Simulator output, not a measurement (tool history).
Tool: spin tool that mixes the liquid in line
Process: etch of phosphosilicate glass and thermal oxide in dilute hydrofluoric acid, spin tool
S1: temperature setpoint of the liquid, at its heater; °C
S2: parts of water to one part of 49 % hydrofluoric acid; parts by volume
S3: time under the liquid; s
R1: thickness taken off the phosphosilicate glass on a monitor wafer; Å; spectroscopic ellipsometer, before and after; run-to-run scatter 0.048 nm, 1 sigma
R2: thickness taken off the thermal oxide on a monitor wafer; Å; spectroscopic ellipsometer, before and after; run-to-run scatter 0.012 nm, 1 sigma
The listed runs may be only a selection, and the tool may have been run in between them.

run,hour,S1,S2,S3,R1,R2
1,0,22,290,30,127.2,3.7374
2,4.9,20.5,340,30,98.345,3.0401
3,9.1,20,380,30,82.82,2.7841
4,15.1,20,410,30,75.156,2.2681
5,17.4,20,410,40,100.23,3.1863
6,24.3,20,455,40,86.689,2.6763
7,30.8,19.5,475,40,81.525,2.4893

The next listed run, before its measurement:
8,34.1,19,490,40,?,?

R1: 77.034 Å
R2: 2.0531 Å
